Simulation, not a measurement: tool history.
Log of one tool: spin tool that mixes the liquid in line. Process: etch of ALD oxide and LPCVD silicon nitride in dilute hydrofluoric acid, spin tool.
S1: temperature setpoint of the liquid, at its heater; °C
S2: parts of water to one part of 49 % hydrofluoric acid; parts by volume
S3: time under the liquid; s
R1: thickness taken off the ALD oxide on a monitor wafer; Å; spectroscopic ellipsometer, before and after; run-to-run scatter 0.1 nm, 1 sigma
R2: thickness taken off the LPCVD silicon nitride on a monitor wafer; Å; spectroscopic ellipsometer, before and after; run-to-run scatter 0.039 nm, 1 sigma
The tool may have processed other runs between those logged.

run 1 hour=0.0 | S1=24.0 S2=45 S3=30 | R1=118.090 R2=3.1447
run 2 hour=3.0 | S1=22.5 S2=45 S3=30 | R1=111.320 R2=3.0670
run 3 hour=9.2 | S1=22.5 S2=45 S3=20 | R1=74.404 R2=2.3016
run 4 hour=15.8 | S1=22.5 S2=45 S3=15 | R1=55.492 R2=1.7222
run 5 hour=22.6 | S1=25.5 S2=45 S3=15 | R1=62.537 R2=2.1792
run 6 hour=24.0 | S1=25.5 S2=45 S3=25 | R1=104.410 R2=3.0333
run 7 hour=28.6 | S1=27.5 S2=45 S3=25 | R1=112.410 R2=3.9785
run 8 hour=33.0 | S1=28.5 S2=45 S3=25 | R1=116.970 R2=3.8201
run 9 hour=35.6 | S1=32.0 S2=40 S3=25 | R1=151.190 R2=5.8435

Run 10 comes next. What will it give?
run 10 hour=42.1 | S1=31.5 S2=40 S3=25 | R1=? R2=?

Run 10 yielded R1 149.390 Å, R2 5.1254 Å.

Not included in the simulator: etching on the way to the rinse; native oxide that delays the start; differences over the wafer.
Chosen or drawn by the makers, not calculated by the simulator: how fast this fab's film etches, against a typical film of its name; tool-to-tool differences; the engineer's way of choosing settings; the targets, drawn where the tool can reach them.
